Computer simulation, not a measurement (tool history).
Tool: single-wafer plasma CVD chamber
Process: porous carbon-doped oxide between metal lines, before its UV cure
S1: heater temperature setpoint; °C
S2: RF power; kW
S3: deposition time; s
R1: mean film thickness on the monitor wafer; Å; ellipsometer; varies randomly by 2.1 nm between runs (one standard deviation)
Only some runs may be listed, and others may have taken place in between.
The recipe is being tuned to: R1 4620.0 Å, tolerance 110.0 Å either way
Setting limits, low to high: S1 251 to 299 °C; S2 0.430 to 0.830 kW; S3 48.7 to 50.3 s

run  hour   S1     S2    S3      R1
  1   0.0  275  0.630  48.7  3746.3
  2   8.2  272  0.645  48.8  3939.0
  3  11.7  281  0.645  48.8  3741.7
  4  14.7  278  0.660  48.9  3892.2
  5  20.7  272  0.660  48.9  3991.5
  6  25.7  272  0.725  48.9  4372.3
  7  32.3  271  0.725  48.9  4383.1
  8  41.2  270  0.725  48.9  4399.3

Exactly one of the 4 candidate moves below puts every result within its allowed miss. Which one?
  A  50.1  271  0.685  48.7   ?
  B  50.1  281  0.730  48.7   ?
  C  50.1  260  0.685  50.3   ?
  D  50.1  273  0.740  48.7   ?

move      R1
   A  4174.8
   B  4177.6
   C  4597.9
   D  4424.9
A: lands further from the targets than the last run did
B: lands further from the targets than the last run did
C: each result inside its tolerance
D: closes in on the targets versus the last run, not all within tolerance yet
Move C is the one to make.

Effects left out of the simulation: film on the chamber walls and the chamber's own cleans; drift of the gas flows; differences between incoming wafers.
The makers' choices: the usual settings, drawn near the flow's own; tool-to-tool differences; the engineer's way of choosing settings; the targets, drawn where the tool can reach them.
